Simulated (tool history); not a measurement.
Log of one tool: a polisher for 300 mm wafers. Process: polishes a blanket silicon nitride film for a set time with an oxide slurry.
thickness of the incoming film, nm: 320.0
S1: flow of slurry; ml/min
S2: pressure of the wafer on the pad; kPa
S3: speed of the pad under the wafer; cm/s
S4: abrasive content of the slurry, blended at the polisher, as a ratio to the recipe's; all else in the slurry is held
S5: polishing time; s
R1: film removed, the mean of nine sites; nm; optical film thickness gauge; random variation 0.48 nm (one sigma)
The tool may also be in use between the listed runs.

run	hour	S1	S2	S3	S4	S5	R1
1	0	295	29.6	120	1	62	44.477
2	2.3	230	29.6	120	1	62	43.318
3	9	230	29.6	104	1	62	38.07
4	15	230	29.6	104	1	57	35.986
5	20.5	230	29.6	114	1	57	38.491
6	23	230	29	114	1	57	37.217
7	25.9	230	29	114	1	57	37.637
8	30	230	28.3	114	1	57	37.715
9	32.2	230	27.6	114	1	57	36.063
10	36.1	230	26.9	114	1	57	34.345

Run 11 comes next. What will it give?
11	42.7	230	26.2	114	1	57	?

Run 11 gave R1 33.922 nm.
